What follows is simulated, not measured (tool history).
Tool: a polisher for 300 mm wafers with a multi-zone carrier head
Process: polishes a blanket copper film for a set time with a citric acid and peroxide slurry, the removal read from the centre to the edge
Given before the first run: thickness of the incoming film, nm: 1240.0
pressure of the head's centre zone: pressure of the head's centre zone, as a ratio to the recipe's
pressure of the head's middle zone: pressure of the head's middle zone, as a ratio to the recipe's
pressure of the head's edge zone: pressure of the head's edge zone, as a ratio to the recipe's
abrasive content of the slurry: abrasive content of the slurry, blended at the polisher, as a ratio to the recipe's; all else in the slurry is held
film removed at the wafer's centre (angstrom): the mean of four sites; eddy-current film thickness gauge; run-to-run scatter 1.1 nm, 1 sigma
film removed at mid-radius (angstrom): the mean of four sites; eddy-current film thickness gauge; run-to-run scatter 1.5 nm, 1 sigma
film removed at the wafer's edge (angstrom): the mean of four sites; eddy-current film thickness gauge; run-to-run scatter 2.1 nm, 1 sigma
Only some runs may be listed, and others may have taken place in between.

run	hour	flow of slurry (ml/min)	pressure of the head's centre zone	pressure of the head's middle zone	pressure of the head's edge zone	abrasive content of the slurry	polishing time (s)	film removed at the wafer's centre (angstrom)	film removed at mid-radius (angstrom)	film removed at the wafer's edge (angstrom)
1	0	250	1	1	1	1	67	1194.8	1199.8	1181.8
2	5.6	255	1.01	1.02	1.02	1.05	67	1240	1252.9	1195.6
3	12.8	255	0.96	1.02	1.02	1.05	67	1191.1	1264.5	1207
4	18.1	255	1.01	1.02	1.02	1.05	67	1226.3	1254.7	1228.4
5	26.5	255	1.01	1.02	1.02	1.05	60	1100.4	1130	1108.3
6	29.7	255	1.01	1.02	1.09	1.05	60	1103.5	1136.5	1148.8

Run 7, settings as shown, results not yet in. Your forecast:
7	36.9	265	1.03	1.04	1.1	1.1	60	?	?	?

{"run 7": {"film removed at the wafer's centre (angstrom)": 1137.4, "film removed at mid-radius (angstrom)": 1157.4, "film removed at the wafer's edge (angstrom)": 1143.8}}
